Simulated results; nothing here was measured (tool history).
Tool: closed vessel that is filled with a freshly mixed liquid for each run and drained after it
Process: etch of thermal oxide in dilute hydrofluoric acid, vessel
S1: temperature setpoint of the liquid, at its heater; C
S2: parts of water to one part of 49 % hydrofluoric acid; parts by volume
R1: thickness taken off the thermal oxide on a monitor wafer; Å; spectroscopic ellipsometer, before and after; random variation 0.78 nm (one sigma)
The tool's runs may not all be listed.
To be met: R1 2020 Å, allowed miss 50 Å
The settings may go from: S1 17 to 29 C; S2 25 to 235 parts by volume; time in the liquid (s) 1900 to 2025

run 1 hour=0 | S1=21 S2=130 time_in_the_liquid_(s)=1900 | R1=623.67
run 2 hour=7.5 | S1=21 S2=130 time_in_the_liquid_(s)=2025 | R1=662.91
run 3 hour=10.3 | S1=21 S2=130 time_in_the_liquid_(s)=2025 | R1=664.09
run 4 hour=19.5 | S1=21 S2=90 time_in_the_liquid_(s)=2025 | R1=1009.1
run 5 hour=21.9 | S1=23.5 S2=80 time_in_the_liquid_(s)=2025 | R1=1258
run 6 hour=23.1 | S1=25 S2=75 time_in_the_liquid_(s)=2025 | R1=1434
run 7 hour=32.3 | S1=26 S2=70 time_in_the_liquid_(s)=2025 | R1=1615.2
run 8 hour=41.4 | S1=27 S2=70 time_in_the_liquid_(s)=2025 | R1=1692.2

Which of these 5 next moves meets every target?
run A hour=50.5 | S1=28 S2=60 time_in_the_liquid_(s)=1960 | R1=?
run B hour=50.5 | S1=26.5 S2=55 time_in_the_liquid_(s)=2025 | R1=?
run C hour=50.5 | S1=26.5 S2=55 time_in_the_liquid_(s)=2005 | R1=?
run D hour=50.5 | S1=29 S2=65 time_in_the_liquid_(s)=1970 | R1=?
run E hour=50.5 | S1=26.5 S2=75 time_in_the_liquid_(s)=2005 | R1=?

move=A R1=1998.1
move=B R1=2136.5
move=C R1=2115.4
move=D R1=1914.1
move=E R1=1509.1
A: meets every target
B: takes the result that was furthest off past its target
C: takes the result that was furthest off past its target
D: nearer than the last run, and not there yet
E: further off than the last run
Move A is the one to make.

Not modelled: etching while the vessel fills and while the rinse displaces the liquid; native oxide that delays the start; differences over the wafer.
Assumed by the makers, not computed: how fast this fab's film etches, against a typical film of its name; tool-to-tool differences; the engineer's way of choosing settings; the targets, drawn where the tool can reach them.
